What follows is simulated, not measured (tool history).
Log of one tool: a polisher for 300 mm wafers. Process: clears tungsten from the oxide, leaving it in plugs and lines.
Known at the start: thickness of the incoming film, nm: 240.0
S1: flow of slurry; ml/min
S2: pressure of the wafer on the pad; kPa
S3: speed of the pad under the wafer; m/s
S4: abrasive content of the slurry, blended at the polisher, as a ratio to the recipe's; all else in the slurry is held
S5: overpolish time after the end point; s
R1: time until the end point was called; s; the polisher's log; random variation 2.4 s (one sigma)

Run 1, hour 0.0: S1 200 ml/min, S2 16.5 kPa, S3 1.08 m/s, S4 1.00, S5 38 s. Result: R1 75.959 s.
Run 2, hour 3.1: S1 200 ml/min, S2 16.5 kPa, S3 0.82 m/s, S4 1.00, S5 38 s. Result: R1 97.357 s.
Run 3, hour 6.5: S1 200 ml/min, S2 16.5 kPa, S3 0.82 m/s, S4 0.85, S5 38 s. Result: R1 103.680 s.
Run 4, hour 7.5: S1 200 ml/min, S2 16.5 kPa, S3 0.82 m/s, S4 0.75, S5 38 s. Result: R1 101.620 s.
Run 5, hour 13.0: S1 160 ml/min, S2 16.5 kPa, S3 0.82 m/s, S4 0.75, S5 38 s. Result: R1 107.120 s.
Run 6, hour 17.2: S1 160 ml/min, S2 13.8 kPa, S3 0.80 m/s, S4 0.75, S5 38 s. Result: R1 132.010 s.

The next listed run, before its measurement:
Run 7, hour 22.6: S1 160 ml/min, S2 12.4 kPa, S3 0.80 m/s, S4 0.75, S5 38 s. Result: R1 ?.

R1: 146.020 s
